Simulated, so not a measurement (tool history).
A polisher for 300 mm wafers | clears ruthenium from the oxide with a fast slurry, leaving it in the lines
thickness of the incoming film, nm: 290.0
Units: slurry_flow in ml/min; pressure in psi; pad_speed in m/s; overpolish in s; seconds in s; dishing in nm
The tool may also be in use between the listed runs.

run,hour,slurry_flow,pressure,pad_speed,slurry_solids,overpolish,seconds,dishing
1,0.0,145,3.0,1.22,1.00,12,49.047,51.214
2,2.1,145,3.0,1.22,1.15,12,45.715,53.320
3,8.2,170,3.0,1.22,1.15,12,44.744,55.440
4,17.0,170,3.0,1.42,1.15,12,38.583,64.240
5,21.0,170,3.0,1.62,1.15,12,33.914,69.397
6,23.3,170,3.0,1.62,1.15,9,34.258,54.381
7,29.7,160,2.7,1.60,1.15,11,38.493,57.636
8,31.0,160,2.7,1.60,1.15,11,38.521,59.796
9,34.5,120,2.0,1.60,1.15,16,53.356,60.597
10,40.1,130,2.0,1.60,1.15,16,53.193,60.391
11,48.2,135,2.0,1.60,1.15,16,52.251,60.695
12,49.9,140,2.0,1.60,1.15,16,51.546,61.902

Run 13 comes next. What will it give?
13,52.3,145,2.0,1.60,1.15,16,?,?

seconds: 51.890 s
dishing: 63.103 nm
